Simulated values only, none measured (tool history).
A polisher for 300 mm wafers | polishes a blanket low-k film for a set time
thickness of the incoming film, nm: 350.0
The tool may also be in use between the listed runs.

run,hour,flow of slurry (ml/min),pressure of the wafer on the pad (kPa),speed of the pad under the wafer (m/s),abrasive content of the slurry,polishing time (s),film removed (angstrom)
1,0.0,275,17.2,1.02,1.00,47,239.94
2,0.8,275,20.0,1.02,1.00,47,286.86
3,3.2,275,17.2,1.02,1.00,47,241.94
4,7.2,275,15.2,1.02,1.00,47,212.71
5,7.9,275,15.2,1.02,0.85,47,196.71
6,16.0,275,15.2,1.18,0.85,47,221.30
7,20.3,275,13.8,1.18,0.85,47,197.91
8,28.3,275,13.1,1.18,0.85,47,192.91

Forecast run 9:
9,32.2,275,12.4,1.18,0.85,47,?

Run 9 gave film removed (angstrom) 181.52.
